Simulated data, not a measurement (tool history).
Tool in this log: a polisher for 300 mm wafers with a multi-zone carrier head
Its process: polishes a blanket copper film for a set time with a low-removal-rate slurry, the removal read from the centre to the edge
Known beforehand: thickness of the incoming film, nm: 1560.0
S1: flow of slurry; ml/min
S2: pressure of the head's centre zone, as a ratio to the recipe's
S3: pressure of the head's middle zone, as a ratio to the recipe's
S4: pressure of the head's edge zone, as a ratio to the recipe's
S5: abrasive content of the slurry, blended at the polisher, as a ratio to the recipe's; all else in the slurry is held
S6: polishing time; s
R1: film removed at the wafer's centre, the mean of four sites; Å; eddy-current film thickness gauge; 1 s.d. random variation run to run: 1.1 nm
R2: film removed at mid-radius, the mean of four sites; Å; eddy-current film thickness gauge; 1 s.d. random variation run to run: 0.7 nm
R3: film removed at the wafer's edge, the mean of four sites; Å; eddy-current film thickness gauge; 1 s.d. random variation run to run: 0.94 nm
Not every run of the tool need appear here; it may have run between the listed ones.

| run | hour | S1 | S2 | S3 | S4 | S5 | S6 | R1 | R2 | R3 |
|---|---|---|---|---|---|---|---|---|---|---|
| 1 | 0 | 280 | 1 | 1 | 1 | 1 | 62 | 1674.9 | 1752.8 | 1701.7 |
| 2 | 0.9 | 245 | 1 | 1 | 1 | 1 | 62 | 1636 | 1696.6 | 1697.9 |
| 3 | 8.4 | 285 | 0.95 | 1 | 0.96 | 0.85 | 55 | 1340.4 | 1493.7 | 1450.8 |
| 4 | 13.5 | 325 | 0.94 | 1.01 | 0.92 | 0.75 | 49 | 1157.5 | 1325.8 | 1247.8 |
| 5 | 15.2 | 335 | 0.93 | 1.03 | 0.89 | 0.65 | 47 | 1079.4 | 1259.9 | 1141.5 |
| 6 | 22.4 | 330 | 0.91 | 1.03 | 0.87 | 0.6 | 46 | 1051.1 | 1223 | 1087.1 |
| 7 | 29.4 | 335 | 0.88 | 1.03 | 0.86 | 0.55 | 45 | 956.56 | 1165.1 | 1030.6 |

Predict the results of run 8:
|  | 34 | worn pad replaced by a new one |
| 8 | 34 | 330 | 0.87 | 1.03 | 0.85 | 0.55 | 45 | ? | ? | ? |

Run 8 came out at R1 1039.5 Å, R2 1302 Å, R3 1175 Å.
